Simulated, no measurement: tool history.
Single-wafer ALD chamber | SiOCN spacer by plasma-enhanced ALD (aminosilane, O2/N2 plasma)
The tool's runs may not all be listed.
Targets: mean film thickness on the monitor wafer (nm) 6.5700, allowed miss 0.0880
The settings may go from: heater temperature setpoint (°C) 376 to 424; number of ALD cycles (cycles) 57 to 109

run	hour	heater temperature setpoint (°C)	number of ALD cycles (cycles)	mean film thickness on the monitor wafer (nm)
1	0.0	400	83	5.2124
2	5.6	400	93	5.8171
3	10.8	399	95	5.9061
4	18.3	409	95	5.7718
5	20.2	409	84	5.1166
6	21.2	409	90	5.4450
7	29.2	405	92	5.6644
8	36.1	402	94	5.8566
9	39.9	390	103	6.4406

Which of these 5 next moves meets every target?
A	43.7	401	105	?
B	43.7	391	108	?
C	43.7	398	108	?
D	43.7	401	109	?
E	43.7	387	102	?

move	mean film thickness on the monitor wafer (nm)
A	6.5767
B	6.7878
C	6.7878
D	6.8272
E	6.4107
A: meets every target
B: takes the result that was furthest off past its target
C: takes the result that was furthest off past its target
D: takes the result that was furthest off past its target
E: further off than the last run
Answer: A

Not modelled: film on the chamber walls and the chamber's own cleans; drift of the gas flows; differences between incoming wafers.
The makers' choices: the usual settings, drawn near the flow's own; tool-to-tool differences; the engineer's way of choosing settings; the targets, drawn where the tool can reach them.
